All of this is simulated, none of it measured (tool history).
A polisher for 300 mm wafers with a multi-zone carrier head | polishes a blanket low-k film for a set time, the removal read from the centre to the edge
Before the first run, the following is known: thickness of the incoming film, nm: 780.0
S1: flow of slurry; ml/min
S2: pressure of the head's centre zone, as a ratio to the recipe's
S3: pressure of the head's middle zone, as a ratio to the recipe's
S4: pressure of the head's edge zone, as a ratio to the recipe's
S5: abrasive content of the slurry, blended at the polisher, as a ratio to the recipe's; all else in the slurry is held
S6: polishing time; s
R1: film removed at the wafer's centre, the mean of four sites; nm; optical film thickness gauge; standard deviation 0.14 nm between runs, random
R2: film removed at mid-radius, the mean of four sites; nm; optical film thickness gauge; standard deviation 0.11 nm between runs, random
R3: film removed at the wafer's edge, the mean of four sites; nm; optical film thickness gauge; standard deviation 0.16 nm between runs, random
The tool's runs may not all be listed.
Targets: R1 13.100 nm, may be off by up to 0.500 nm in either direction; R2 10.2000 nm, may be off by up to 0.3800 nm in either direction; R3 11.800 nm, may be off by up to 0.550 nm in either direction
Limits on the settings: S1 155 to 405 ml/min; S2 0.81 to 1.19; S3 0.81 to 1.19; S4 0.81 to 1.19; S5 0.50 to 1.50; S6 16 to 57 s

run,hour,S1,S2,S3,S4,S5,S6,R1,R2,R3
1,0.0,260,1.00,1.00,1.00,1.00,36,14.367,14.2940,14.462
2,5.2,260,1.00,0.95,1.00,1.00,36,14.548,13.5360,14.550
3,7.3,255,1.01,0.91,0.97,0.90,36,13.982,12.5720,13.906
4,12.5,255,1.01,0.96,0.97,0.90,36,14.164,13.3630,14.334
5,20.2,275,1.05,0.95,0.96,0.80,34,13.652,12.4360,12.785
6,21.5,275,1.06,0.91,0.96,0.75,34,12.952,11.5050,12.594
7,25.3,270,1.08,0.88,0.94,0.75,34,13.152,11.3020,12.427
8,31.4,265,1.10,0.86,0.94,0.75,34,13.326,11.0940,12.465
9,32.9,260,1.12,0.84,0.93,0.75,34,13.390,10.8340,12.720
10,33.9,260,1.12,0.84,0.93,0.75,34,13.618,10.7450,12.425
11,35.4,255,1.12,0.83,0.91,0.75,34,13.460,10.6380,12.155

Pick the move, out of 5, that brings all results within their allowed miss; only one does.
A,36.9,165,0.96,0.89,0.89,0.55,41,?,?,?
B,36.9,235,1.19,0.86,0.93,0.80,28,?,?,?
C,36.9,220,1.18,0.81,0.99,0.75,32,?,?,?
D,36.9,265,1.12,0.83,0.93,0.50,37,?,?,?
E,36.9,240,1.17,0.81,0.88,0.75,34,?,?,?

move,R1,R2,R3
A,12.198,11.3350,12.546
B,11.837,8.9582,10.186
C,13.028,9.4645,11.567
D,13.154,10.1370,11.823
E,13.939,10.1830,11.954
A: further off than the last run
B: pushes the last run's worst result past its target
C: pushes the last run's worst result past its target
D: all results land within tolerance of their targets
E: the worst result of the last run now meets its target, but another is out of spec
The move that meets every target is D.

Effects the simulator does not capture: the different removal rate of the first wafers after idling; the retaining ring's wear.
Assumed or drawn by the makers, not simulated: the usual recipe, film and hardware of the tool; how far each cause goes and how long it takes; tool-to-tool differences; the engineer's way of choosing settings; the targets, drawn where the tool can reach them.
